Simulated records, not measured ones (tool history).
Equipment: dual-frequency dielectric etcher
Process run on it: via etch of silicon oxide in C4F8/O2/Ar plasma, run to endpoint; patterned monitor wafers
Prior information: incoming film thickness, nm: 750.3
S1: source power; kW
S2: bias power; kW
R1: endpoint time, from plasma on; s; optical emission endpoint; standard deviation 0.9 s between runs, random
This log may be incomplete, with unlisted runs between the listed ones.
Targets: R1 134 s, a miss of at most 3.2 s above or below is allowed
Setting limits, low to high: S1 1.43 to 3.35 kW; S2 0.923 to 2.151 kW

run 1 hour=0 | S1=2.39 S2=1.537 | R1=149.99
run 2 hour=4 | S1=2.5 S2=1.56 | R1=145.74
run 3 hour=4.7 | S1=2.58 S2=1.573 | R1=144.65
run 4 hour=8.1 | S1=2.58 S2=1.466 | R1=145.63
run 5 hour=10.1 | S1=2.58 S2=1.244 | R1=149.8
run 6 hour=14 | S1=2.84 S2=1.244 | R1=144.29
run 7 hour=20.5 | S1=2.92 S2=1.263 | R1=141.89
run 8 hour=27.3 | S1=2.98 S2=1.277 | R1=140.32
run 9 hour=34.1 | S1=3.03 S2=1.288 | R1=138.26

Pick the move, out of 4, that brings all results within their allowed miss; only one does.
run A hour=40.9 | S1=2.72 S2=1.266 | R1=?
run B hour=40.9 | S1=3.32 S2=1.216 | R1=?
run C hour=40.9 | S1=3.07 S2=1.133 | R1=?
run D hour=40.9 | S1=3.11 S2=1.155 | R1=?

move=A R1=146.98
move=B R1=135.39
move=C R1=142.24
move=D R1=140.88
A: further off than the last run
B: all results land within tolerance of their targets
C: further off than the last run
D: further off than the last run
Move B is the one to make.
